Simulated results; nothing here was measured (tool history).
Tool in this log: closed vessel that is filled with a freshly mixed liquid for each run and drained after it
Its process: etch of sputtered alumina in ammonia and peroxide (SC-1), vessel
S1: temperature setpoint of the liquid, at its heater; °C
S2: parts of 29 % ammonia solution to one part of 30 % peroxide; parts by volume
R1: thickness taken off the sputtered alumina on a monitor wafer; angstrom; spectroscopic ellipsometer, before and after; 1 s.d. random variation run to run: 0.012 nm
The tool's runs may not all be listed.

{"run": 1, "hour": 0.0, "S1": 58.0, "S2": 0.95, "time in the liquid (s)": 30, "R1": 43.214}
{"run": 2, "hour": 1.6, "S1": 56.5, "S2": 0.95, "time in the liquid (s)": 30, "R1": 39.704}
{"run": 3, "hour": 4.0, "S1": 62.0, "S2": 0.95, "time in the liquid (s)": 30, "R1": 52.909}
{"run": 4, "hour": 10.2, "S1": 62.0, "S2": 1.05, "time in the liquid (s)": 30, "R1": 52.826}
{"run": 5, "hour": 17.3, "S1": 60.0, "S2": 1.05, "time in the liquid (s)": 30, "R1": 47.985}
{"run": 6, "hour": 25.6, "S1": 60.0, "S2": 1.05, "time in the liquid (s)": 30, "R1": 48.513}
{"run": 7, "hour": 30.7, "S1": 58.0, "S2": 1.05, "time in the liquid (s)": 30, "R1": 43.379}
{"run": 8, "hour": 39.4, "S1": 56.5, "S2": 1.05, "time in the liquid (s)": 30, "R1": 40.133}
{"run": 9, "hour": 44.0, "S1": 55.0, "S2": 1.05, "time in the liquid (s)": 30, "R1": 37.161}

Run 10, settings as shown, results not yet in. Your forecast:
{"run": 10, "hour": 46.1, "S1": 54.0, "S2": 1.05, "time in the liquid (s)": 30, "R1": "?"}

{"run 10": {"R1": 35.169}}
